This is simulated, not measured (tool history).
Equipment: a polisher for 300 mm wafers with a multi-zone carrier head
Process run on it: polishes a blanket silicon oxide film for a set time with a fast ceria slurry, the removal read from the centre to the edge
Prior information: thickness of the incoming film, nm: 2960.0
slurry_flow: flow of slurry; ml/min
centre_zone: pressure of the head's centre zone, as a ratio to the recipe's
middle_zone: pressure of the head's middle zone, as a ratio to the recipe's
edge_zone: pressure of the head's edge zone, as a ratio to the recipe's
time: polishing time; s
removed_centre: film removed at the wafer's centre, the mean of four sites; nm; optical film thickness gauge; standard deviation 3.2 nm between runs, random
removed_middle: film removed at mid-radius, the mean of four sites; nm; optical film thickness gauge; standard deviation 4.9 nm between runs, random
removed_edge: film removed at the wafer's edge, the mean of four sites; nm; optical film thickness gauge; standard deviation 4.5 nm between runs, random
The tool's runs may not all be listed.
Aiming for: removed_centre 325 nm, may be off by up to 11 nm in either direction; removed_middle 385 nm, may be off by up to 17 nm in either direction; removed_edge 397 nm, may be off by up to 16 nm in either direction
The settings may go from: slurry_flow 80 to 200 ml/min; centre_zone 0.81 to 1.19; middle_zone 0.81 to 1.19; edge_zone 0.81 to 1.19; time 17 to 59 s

Run 1, hour 0: slurry_flow 130 ml/min, centre_zone 1, middle_zone 1, edge_zone 1, time 38 s. Result: removed_centre 585.48 nm, removed_middle 568.35 nm, removed_edge 577.38 nm.
Run 2, hour 7: slurry_flow 130 ml/min, centre_zone 0.92, middle_zone 1, edge_zone 1, time 38 s. Result: removed_centre 533.03 nm, removed_middle 567.74 nm, removed_edge 583.84 nm.
Run 3, hour 7.8: slurry_flow 130 ml/min, centre_zone 0.85, middle_zone 1, edge_zone 1, time 38 s. Result: removed_centre 499.56 nm, removed_middle 549.32 nm, removed_edge 565.34 nm.
Run 4, hour 14: slurry_flow 130 ml/min, centre_zone 0.85, middle_zone 1, edge_zone 1.04, time 38 s. Result: removed_centre 498.97 nm, removed_middle 552.06 nm, removed_edge 586.13 nm.
Run 5, hour 20.1: slurry_flow 155 ml/min, centre_zone 0.85, middle_zone 1, edge_zone 1.04, time 38 s. Result: removed_centre 508.92 nm, removed_middle 572.97 nm, removed_edge 607.77 nm.
Run 6, hour 23.2: slurry_flow 155 ml/min, centre_zone 0.85, middle_zone 1, edge_zone 1.07, time 38 s. Result: removed_centre 510.14 nm, removed_middle 584.94 nm, removed_edge 600.64 nm.
Run 7, hour 25.1: slurry_flow 150 ml/min, centre_zone 0.84, middle_zone 1.01, edge_zone 1.07, time 34 s. Result: removed_centre 445.68 nm, removed_middle 517.98 nm, removed_edge 542.75 nm.
Run 8, hour 28.3: slurry_flow 140 ml/min, centre_zone 0.83, middle_zone 1.02, edge_zone 1.05, time 31 s. Result: removed_centre 407.9 nm, removed_middle 476.09 nm, removed_edge 487.32 nm.
Run 9, hour 34.5: slurry_flow 135 ml/min, centre_zone 0.82, middle_zone 1.02, edge_zone 1.06, time 29 s. Result: removed_centre 368.14 nm, removed_middle 447.12 nm, removed_edge 455.05 nm.
Run 10, hour 38.9: slurry_flow 125 ml/min, centre_zone 0.82, middle_zone 1.01, edge_zone 1.05, time 28 s. Result: removed_centre 346.65 nm, removed_middle 416.27 nm, removed_edge 431.52 nm.
Run 11, hour 44.4: slurry_flow 115 ml/min, centre_zone 0.82, middle_zone 1.01, edge_zone 1.03, time 28 s. Result: removed_centre 347.02 nm, removed_middle 416.61 nm, removed_edge 431.21 nm.
Run 12, hour 51.3: slurry_flow 110 ml/min, centre_zone 0.82, middle_zone 1.01, edge_zone 1.01, time 28 s. Result: removed_centre 343.84 nm, removed_middle 410.81 nm, removed_edge 422.64 nm.
Run 13, hour 55.3: slurry_flow 105 ml/min, centre_zone 0.82, middle_zone 1.01, edge_zone 1, time 28 s. Result: removed_centre 345.2 nm, removed_middle 411.16 nm, removed_edge 427.93 nm.

Consider the 4 candidate settings below. Which is the only one whose results all fall within their allowed miss of target?
Run A, hour 59.3: slurry_flow 105 ml/min, centre_zone 0.82, middle_zone 1, edge_zone 0.99, time 27 s. Result: removed_centre ?, removed_middle ?, removed_edge ?.
Run B, hour 59.3: slurry_flow 95 ml/min, centre_zone 0.81, middle_zone 1.15, edge_zone 1.11, time 26 s. Result: removed_centre ?, removed_middle ?, removed_edge ?.
Run C, hour 59.3: slurry_flow 120 ml/min, centre_zone 0.85, middle_zone 0.81, edge_zone 1.15, time 29 s. Result: removed_centre ?, removed_middle ?, removed_edge ?.
Run D, hour 59.3: slurry_flow 150 ml/min, centre_zone 0.81, middle_zone 1.16, edge_zone 1.03, time 25 s. Result: removed_centre ?, removed_middle ?, removed_edge ?.

move  removed_centre  removed_middle  removed_edge
   A          330.43          383.48        404.62
   B          309.76           410.4        407.65
   C          375.12          351.92         475.4
   D          319.19          422.44        393.98
A: every result lands within tolerance
B: the furthest-off result lands on target, but another misses its tolerance
C: moves away from the targets compared with the last run
D: the furthest-off result lands on target, but another misses its tolerance
A is the move that brings every result within its allowed miss.
